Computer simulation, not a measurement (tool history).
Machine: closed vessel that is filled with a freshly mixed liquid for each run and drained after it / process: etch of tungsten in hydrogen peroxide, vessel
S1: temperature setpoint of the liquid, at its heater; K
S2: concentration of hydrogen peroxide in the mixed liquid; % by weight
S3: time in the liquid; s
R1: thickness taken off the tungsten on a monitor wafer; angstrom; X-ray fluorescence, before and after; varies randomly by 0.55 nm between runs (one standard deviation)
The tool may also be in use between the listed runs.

run	day	S1	S2	S3	R1
1	0	319.15	17	90	1012.2
2	0.338	317.15	17	90	887.1
3	0.5	317.15	17	100	976.29
4	0.854	317.15	17	90	890.34
5	0.879	320.65	17	90	1116
6	1.054	320.65	17	100	1227.9
7	1.333	317.65	17	100	1022.8
8	1.454	315.65	17	100	908.4
9	1.704	314.15	17	100	811.6
10	1.967	313.15	17	100	765.32
11	2.033	312.15	17	100	707.58
12	2.221	311.65	17	100	701.75

Run 13 has not been measured yet. What should we expect?
13	2.367	311.15	17	100	?

{"run 13": {"R1": 666.08}}

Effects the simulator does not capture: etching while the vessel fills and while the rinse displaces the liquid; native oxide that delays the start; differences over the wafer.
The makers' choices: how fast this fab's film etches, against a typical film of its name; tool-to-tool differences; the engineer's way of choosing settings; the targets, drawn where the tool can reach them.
